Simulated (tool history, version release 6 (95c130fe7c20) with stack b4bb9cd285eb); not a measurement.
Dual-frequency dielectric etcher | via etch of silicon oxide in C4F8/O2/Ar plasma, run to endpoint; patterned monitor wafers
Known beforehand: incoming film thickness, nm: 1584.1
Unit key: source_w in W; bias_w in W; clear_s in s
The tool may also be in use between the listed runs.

run,hour,source_w,bias_w,clear_s
1,0.0,1500,1810,339.06
2,0.9,1310,1691,368.91
3,8.1,1310,2005,351.69
4,8.9,1310,2209,341.78
5,14.4,1170,2064,367.88
6,20.4,1080,2014,384.03

What does the tool deliver on the next run?
7,28.8,1080,2014,?

{"run 7": {"clear_s": 383.52}}

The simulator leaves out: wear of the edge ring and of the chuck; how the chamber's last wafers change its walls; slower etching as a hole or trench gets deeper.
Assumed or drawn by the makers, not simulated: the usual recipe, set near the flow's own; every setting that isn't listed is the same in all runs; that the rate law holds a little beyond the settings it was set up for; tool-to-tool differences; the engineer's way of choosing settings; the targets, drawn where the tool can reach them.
